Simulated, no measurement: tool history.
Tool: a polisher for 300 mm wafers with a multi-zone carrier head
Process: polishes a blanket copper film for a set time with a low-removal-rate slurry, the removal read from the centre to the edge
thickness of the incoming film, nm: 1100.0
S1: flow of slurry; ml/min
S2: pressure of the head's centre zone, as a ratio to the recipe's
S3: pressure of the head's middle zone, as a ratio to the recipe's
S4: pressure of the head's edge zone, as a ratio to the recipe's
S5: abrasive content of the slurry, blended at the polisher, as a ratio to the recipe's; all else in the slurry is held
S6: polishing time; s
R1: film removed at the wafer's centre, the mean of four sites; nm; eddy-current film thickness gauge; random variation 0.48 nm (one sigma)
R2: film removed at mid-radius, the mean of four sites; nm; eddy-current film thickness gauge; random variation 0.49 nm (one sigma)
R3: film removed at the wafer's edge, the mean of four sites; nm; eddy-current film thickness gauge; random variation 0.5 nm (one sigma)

run  hour   S1    S2    S3    S4    S5  S6       R1       R2       R3
  1   0.0  300  1.00  1.00  1.00  1.00  44  114.630  115.620  112.740
  2   8.0  300  1.00  1.00  1.00  1.00  36   94.005   94.308   92.539
  3  16.1  290  0.97  0.98  0.96  0.95  36   90.972   91.078   89.362
  4  19.0  280  0.93  0.96  0.93  0.90  36   85.371   87.676   87.414
  5  24.4  280  0.93  0.96  0.90  0.90  36   84.524   88.891   85.609
  6  29.5  280  0.93  0.90  0.90  0.90  36   84.660   85.039   84.336

Forecast run 7:
  7  32.7  270  0.91  0.89  0.88  0.90  36   ?   ?   ?

Run 7 gave R1 81.740 nm, R2 84.209 nm, R3 84.443 nm.
